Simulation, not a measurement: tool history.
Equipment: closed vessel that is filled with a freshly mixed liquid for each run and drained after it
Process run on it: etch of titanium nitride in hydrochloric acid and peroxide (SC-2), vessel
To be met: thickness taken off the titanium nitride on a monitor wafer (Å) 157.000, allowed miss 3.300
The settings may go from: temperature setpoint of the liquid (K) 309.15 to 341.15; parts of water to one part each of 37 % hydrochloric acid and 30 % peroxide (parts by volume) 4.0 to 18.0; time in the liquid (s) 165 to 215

run	hour	temperature setpoint of the liquid (K)	parts of water to one part each of 37 % hydrochloric acid and 30 % peroxide (parts by volume)	time in the liquid (s)	thickness taken off the titanium nitride on a monitor wafer (Å)
1	0.0	325.15	10.0	215	78.677
2	1.7	325.15	10.0	165	60.344
3	6.4	325.15	10.0	165	60.008
4	12.1	325.15	8.5	165	68.886
5	21.4	319.65	8.5	165	48.670
6	29.8	319.65	8.5	215	62.866
7	31.0	327.65	8.5	215	107.030
8	37.9	328.15	8.5	215	109.350
9	41.7	328.65	8.5	215	113.580
10	46.4	329.15	8.5	215	116.890
11	48.4	329.65	8.5	215	119.890
12	49.7	330.15	8.5	215	125.490
# hour 52.9: new drum of peroxide connected
13	52.9	330.65	8.5	215	135.320
14	58.8	331.65	8.5	215	145.680
15	66.5	332.15	8.5	215	149.830

Below are 5 possible settings for the next run. Only one of them brings all results inside the allowed miss of their targets. Which is it?
A	74.2	328.15	4.5	190	?
B	74.2	332.65	8.5	205	?
C	74.2	334.15	8.5	200	?
D	74.2	339.65	12.5	205	?
E	74.2	326.15	5.0	205	?

move	thickness taken off the titanium nitride on a monitor wafer (Å)
A	165.770
B	147.530
C	158.110
D	164.460
E	145.820
A: pushes the last run's worst result past its target
B: further off than the last run
C: every result within its allowed miss
D: pushes the last run's worst result past its target
E: further off than the last run
So the answer is move C, the one that meets all the targets.
